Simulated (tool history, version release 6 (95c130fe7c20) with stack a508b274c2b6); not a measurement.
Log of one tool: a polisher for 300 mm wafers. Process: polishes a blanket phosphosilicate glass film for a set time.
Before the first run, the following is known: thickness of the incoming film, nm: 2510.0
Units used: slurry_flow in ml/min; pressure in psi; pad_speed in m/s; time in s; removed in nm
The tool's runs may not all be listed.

Run 1, day 0.000: slurry_flow 130 ml/min, pressure 3.1 psi, pad_speed 0.84 m/s, slurry_solids 1.0, time 47 s. Result: removed 301.79 nm.
Run 2, day 0.325: slurry_flow 130 ml/min, pressure 3.1 psi, pad_speed 0.84 m/s, slurry_solids 0.8, time 47 s. Result: removed 275.12 nm.
Run 3, day 0.350: slurry_flow 130 ml/min, pressure 3.1 psi, pad_speed 1.00 m/s, slurry_solids 0.8, time 47 s. Result: removed 322.01 nm.
Run 4, day 0.396: slurry_flow 100 ml/min, pressure 3.1 psi, pad_speed 1.00 m/s, slurry_solids 0.8, time 47 s. Result: removed 298.79 nm.
Run 5, day 0.617: slurry_flow 100 ml/min, pressure 2.8 psi, pad_speed 0.98 m/s, slurry_solids 0.8, time 47 s. Result: removed 268.72 nm.
Run 6, day 0.721: slurry_flow 100 ml/min, pressure 2.4 psi, pad_speed 0.98 m/s, slurry_solids 0.8, time 47 s. Result: removed 230.66 nm.
Run 7, day 0.808: slurry_flow 100 ml/min, pressure 2.2 psi, pad_speed 0.98 m/s, slurry_solids 0.8, time 47 s. Result: removed 208.84 nm.
Run 8, day 0.854: slurry_flow 100 ml/min, pressure 2.1 psi, pad_speed 0.98 m/s, slurry_solids 0.8, time 47 s. Result: removed 202.15 nm.
Run 9, day 0.912: slurry_flow 100 ml/min, pressure 2.1 psi, pad_speed 0.98 m/s, slurry_solids 0.8, time 47 s. Result: removed 202.02 nm.
Run 10, day 1.008: slurry_flow 100 ml/min, pressure 2.0 psi, pad_speed 0.98 m/s, slurry_solids 0.8, time 47 s. Result: removed 189.66 nm.
Run 11, day 1.158: slurry_flow 100 ml/min, pressure 1.9 psi, pad_speed 0.98 m/s, slurry_solids 0.8, time 47 s. Result: removed 185.35 nm.
Run 12, day 1.183: slurry_flow 95 ml/min, pressure 1.4 psi, pad_speed 0.94 m/s, slurry_solids 0.8, time 47 s. Result: removed 132.32 nm.
Run 13, day 1.217: slurry_flow 100 ml/min, pressure 1.4 psi, pad_speed 0.94 m/s, slurry_solids 0.8, time 47 s. Result: removed 134.98 nm.

Forecast run 14:
Run 14, day 1.571: slurry_flow 105 ml/min, pressure 1.5 psi, pad_speed 0.94 m/s, slurry_solids 0.8, time 47 s. Result: removed ?.

removed: 144.19 nm

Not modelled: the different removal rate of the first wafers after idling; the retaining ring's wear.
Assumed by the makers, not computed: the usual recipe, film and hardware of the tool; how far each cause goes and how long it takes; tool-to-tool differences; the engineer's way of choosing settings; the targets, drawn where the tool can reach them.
